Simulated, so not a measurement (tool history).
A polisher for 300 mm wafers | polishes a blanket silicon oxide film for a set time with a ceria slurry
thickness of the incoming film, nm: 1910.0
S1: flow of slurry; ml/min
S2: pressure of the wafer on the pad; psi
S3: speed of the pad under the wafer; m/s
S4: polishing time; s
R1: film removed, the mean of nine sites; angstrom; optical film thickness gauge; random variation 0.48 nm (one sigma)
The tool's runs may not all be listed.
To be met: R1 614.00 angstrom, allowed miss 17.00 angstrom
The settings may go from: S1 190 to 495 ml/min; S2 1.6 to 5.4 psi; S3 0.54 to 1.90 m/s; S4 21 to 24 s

run    day   S1   S2    S3  S4       R1
  1  0.000  320  3.5  1.22  24  1317.30
  2  0.221  320  3.5  1.22  21  1144.90
  3  0.596  320  3.2  1.20  21  1024.00
  4  0.692  370  3.2  1.20  21  1045.00
  5  0.812  370  2.8  1.20  21   927.15
  6  1.104  370  2.6  1.20  21   869.26
  7  1.338  370  2.5  1.20  21   846.54
  8  1.650  365  1.6  1.10  21   535.18
  9  2.004  375  1.6  1.10  21   529.87
 10  2.200  380  1.6  1.10  21   536.71
 11  2.238  385  1.6  1.10  21   532.60
 12  2.371  385  1.7  1.10  21   556.18
 13  2.696  385  1.7  1.10  21   562.99
 14  2.775  385  1.7  1.10  21   557.09

5 next moves are on the table. One of them brings every result within its allowed miss. Which?
  A  2.854  400  1.6  1.00  21   ?
  B  2.854  495  2.4  0.76  24   ?
  C  2.854  295  1.6  1.40  21   ?
  D  2.854  260  2.2  1.08  21   ?
  E  2.854  345  2.0  1.08  22   ?

move      R1
   A  489.18
   B  612.42
   C  660.31
   D  660.38
   E  656.37
A: further off than the last run
B: meets every target
C: takes the result that was furthest off past its target
D: takes the result that was furthest off past its target
E: takes the result that was furthest off past its target
Move B is the one to make.
